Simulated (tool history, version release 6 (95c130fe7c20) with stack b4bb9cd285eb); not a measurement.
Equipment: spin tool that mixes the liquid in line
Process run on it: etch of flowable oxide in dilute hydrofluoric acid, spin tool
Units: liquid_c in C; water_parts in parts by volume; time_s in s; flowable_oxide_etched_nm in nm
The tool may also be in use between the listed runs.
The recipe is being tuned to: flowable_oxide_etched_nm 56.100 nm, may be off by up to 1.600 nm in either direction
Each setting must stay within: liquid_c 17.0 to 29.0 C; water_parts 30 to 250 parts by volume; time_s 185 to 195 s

{"run": 1, "day": 0.0, "liquid_c": 21.0, "water_parts": 140, "time_s": 185, "flowable_oxide_etched_nm": 48.221}
{"run": 2, "day": 0.233, "liquid_c": 19.0, "water_parts": 140, "time_s": 185, "flowable_oxide_etched_nm": 44.579}
{"run": 3, "day": 0.5, "liquid_c": 19.5, "water_parts": 140, "time_s": 185, "flowable_oxide_etched_nm": 45.334}
{"run": 4, "day": 0.612, "liquid_c": 19.5, "water_parts": 140, "time_s": 195, "flowable_oxide_etched_nm": 48.139}
{"run": 5, "day": 0.696, "liquid_c": 20.0, "water_parts": 140, "time_s": 195, "flowable_oxide_etched_nm": 49.037}
{"run": 6, "day": 0.754, "liquid_c": 20.0, "water_parts": 175, "time_s": 195, "flowable_oxide_etched_nm": 37.707}
{"run": 7, "day": 1.062, "liquid_c": 21.0, "water_parts": 175, "time_s": 195, "flowable_oxide_etched_nm": 39.609}
{"run": 8, "day": 1.117, "liquid_c": 22.0, "water_parts": 175, "time_s": 195, "flowable_oxide_etched_nm": 40.411}

Exactly one of the 5 candidate moves below puts every result within its allowed miss. Which one?
{"run": "A", "day": 1.171, "liquid_c": 23.5, "water_parts": 140, "time_s": 195, "flowable_oxide_etched_nm": "?"}
{"run": "B", "day": 1.171, "liquid_c": 19.0, "water_parts": 125, "time_s": 195, "flowable_oxide_etched_nm": "?"}
{"run": "C", "day": 1.171, "liquid_c": 25.0, "water_parts": 155, "time_s": 195, "flowable_oxide_etched_nm": "?"}
{"run": "D", "day": 1.171, "liquid_c": 19.5, "water_parts": 115, "time_s": 195, "flowable_oxide_etched_nm": "?"}
{"run": "E", "day": 1.171, "liquid_c": 22.0, "water_parts": 125, "time_s": 195, "flowable_oxide_etched_nm": "?"}

move=A flowable_oxide_etched_nm=56.197
move=B flowable_oxide_etched_nm=53.506
move=C flowable_oxide_etched_nm=52.830
move=D flowable_oxide_etched_nm=59.994
move=E flowable_oxide_etched_nm=60.370
A: in spec on every target
B: nearer the targets than the last run, but a result is still out of spec
C: nearer the targets than the last run, but a result is still out of spec
D: moves the result that the last run missed by most past its target, out the other side
E: moves the result that the last run missed by most past its target, out the other side
Correct choice: A, which meets every target
